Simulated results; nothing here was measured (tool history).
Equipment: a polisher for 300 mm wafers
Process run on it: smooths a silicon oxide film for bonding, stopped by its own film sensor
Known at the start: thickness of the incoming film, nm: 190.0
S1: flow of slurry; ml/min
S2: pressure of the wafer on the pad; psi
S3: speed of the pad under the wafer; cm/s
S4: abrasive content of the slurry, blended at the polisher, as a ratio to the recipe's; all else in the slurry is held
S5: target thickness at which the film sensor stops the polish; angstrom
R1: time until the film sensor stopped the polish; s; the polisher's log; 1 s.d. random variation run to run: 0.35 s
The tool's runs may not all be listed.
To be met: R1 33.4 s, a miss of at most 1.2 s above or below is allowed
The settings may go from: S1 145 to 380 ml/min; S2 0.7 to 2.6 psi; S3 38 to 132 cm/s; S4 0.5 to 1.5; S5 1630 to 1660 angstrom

run  hour   S1   S2  S3  S4    S5      R1
  1     0  245  1.6  84   1  1630  60.053
  2   4.6  245  1.8  84   1  1630  54.304
  3   7.8  245    2  86   1  1630  48.208
  4   8.7  245    2  94   1  1630  43.939
  5    12  245  1.6  94   1  1630  54.971
  6  20.6  245  1.8  94   1  1630  48.725
  7    29  245  1.9  94   1  1630  46.821
  8  35.4  245    2  94   1  1630  44.594
  9  40.1  250  2.5  96   1  1630  35.099

Which single option among these 4 for the next run brings every result within its allowed miss of target? Just one does.
  A  44.8  345  2.2  120  0.85  1640   ?
  B  44.8  245  2.6  102  0.85  1660   ?
  C  44.8  255  2.6   92     1  1660   ?
  D  44.8  255  2.5   82  0.95  1660   ?

move      R1
   A  34.062
   B  31.084
   C  31.341
   D  36.507
A: all results land within tolerance of their targets
B: takes the biggest miss from the last run beyond its target
C: takes the biggest miss from the last run beyond its target
D: the biggest miss grows against the last run
So the answer is move A, the one that meets all the targets.

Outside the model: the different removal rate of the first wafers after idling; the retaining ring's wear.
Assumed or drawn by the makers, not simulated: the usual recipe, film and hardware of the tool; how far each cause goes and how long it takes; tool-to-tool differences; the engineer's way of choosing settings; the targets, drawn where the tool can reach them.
